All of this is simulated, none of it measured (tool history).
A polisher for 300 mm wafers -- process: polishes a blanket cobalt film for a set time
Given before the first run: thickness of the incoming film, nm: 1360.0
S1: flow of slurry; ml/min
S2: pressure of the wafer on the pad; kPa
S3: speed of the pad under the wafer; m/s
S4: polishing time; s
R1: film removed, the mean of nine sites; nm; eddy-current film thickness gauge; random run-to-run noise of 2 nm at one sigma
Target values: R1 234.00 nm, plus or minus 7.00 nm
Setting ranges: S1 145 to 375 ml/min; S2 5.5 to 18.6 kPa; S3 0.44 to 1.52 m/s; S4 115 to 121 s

run 1 hour=0.0 | S1=240 S2=11.7 S3=0.98 S4=115 | R1=427.35
run 2 hour=8.6 | S1=240 S2=11.7 S3=1.08 S4=115 | R1=470.90
run 3 hour=14.9 | S1=240 S2=11.7 S3=1.08 S4=121 | R1=499.22
run 4 hour=16.6 | S1=240 S2=11.7 S3=1.08 S4=115 | R1=469.12
-- hour=22.9 slurry nozzle cleaned
run 5 hour=22.9 | S1=180 S2=11.7 S3=1.08 S4=115 | R1=476.22
run 6 hour=24.2 | S1=180 S2=11.7 S3=1.20 S4=115 | R1=529.51
run 7 hour=28.0 | S1=180 S2=11.0 S3=1.16 S4=115 | R1=482.81
run 8 hour=35.1 | S1=180 S2=10.3 S3=1.12 S4=115 | R1=445.35
run 9 hour=38.6 | S1=180 S2=9.7 S3=1.08 S4=115 | R1=400.41
run 10 hour=40.8 | S1=170 S2=6.2 S3=0.88 S4=115 | R1=209.13

Which of these 5 next moves meets every target?
run A hour=43.0 | S1=170 S2=6.2 S3=0.74 S4=116 | R1=?
run B hour=43.0 | S1=190 S2=5.5 S3=0.88 S4=118 | R1=?
run C hour=43.0 | S1=145 S2=7.6 S3=0.80 S4=119 | R1=?
run D hour=43.0 | S1=145 S2=6.9 S3=0.92 S4=118 | R1=?
run E hour=43.0 | S1=220 S2=9.0 S3=0.68 S4=120 | R1=?

move=A R1=180.26
move=B R1=196.82
move=C R1=235.62
move=D R1=244.21
move=E R1=252.14
A: the biggest miss grows against the last run
B: the biggest miss grows against the last run
C: in spec on every target
D: the result that was furthest off in the last run now lies on the other side of its target
E: the result that was furthest off in the last run now lies on the other side of its target
Go with C: it meets all targets.
